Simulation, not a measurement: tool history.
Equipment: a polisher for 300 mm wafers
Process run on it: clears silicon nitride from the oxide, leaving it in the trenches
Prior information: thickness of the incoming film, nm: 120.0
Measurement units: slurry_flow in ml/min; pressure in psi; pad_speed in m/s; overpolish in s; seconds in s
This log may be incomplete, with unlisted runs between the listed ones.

| run | hour | slurry_flow | pressure | pad_speed | overpolish | seconds |
|---|---|---|---|---|---|---|
| 1 | 0.0 | 300 | 3.1 | 0.96 | 4 | 133.53 |
| 2 | 2.9 | 300 | 2.8 | 0.96 | 4 | 151.49 |
| 3 | 6.1 | 300 | 2.8 | 0.96 | 4 | 147.15 |
| 4 | 7.1 | 300 | 2.8 | 0.72 | 4 | 195.57 |
|  | 15.0 | worn pad replaced by a new one |
| 5 | 15.0 | 300 | 3.1 | 0.74 | 4 | 161.40 |
| 6 | 16.1 | 300 | 2.5 | 0.74 | 4 | 201.56 |
| 7 | 23.4 | 300 | 2.8 | 0.76 | 4 | 167.64 |
| 8 | 25.2 | 300 | 3.0 | 0.78 | 4 | 152.78 |
| 9 | 32.0 | 300 | 3.1 | 0.78 | 4 | 149.14 |
| 10 | 36.2 | 300 | 3.1 | 0.78 | 4 | 149.81 |

Run 11 is up next; what results do you expect?
| 11 | 40.0 | 300 | 3.3 | 0.78 | 4 | ? |

{"run 11": {"seconds": 140.9}}

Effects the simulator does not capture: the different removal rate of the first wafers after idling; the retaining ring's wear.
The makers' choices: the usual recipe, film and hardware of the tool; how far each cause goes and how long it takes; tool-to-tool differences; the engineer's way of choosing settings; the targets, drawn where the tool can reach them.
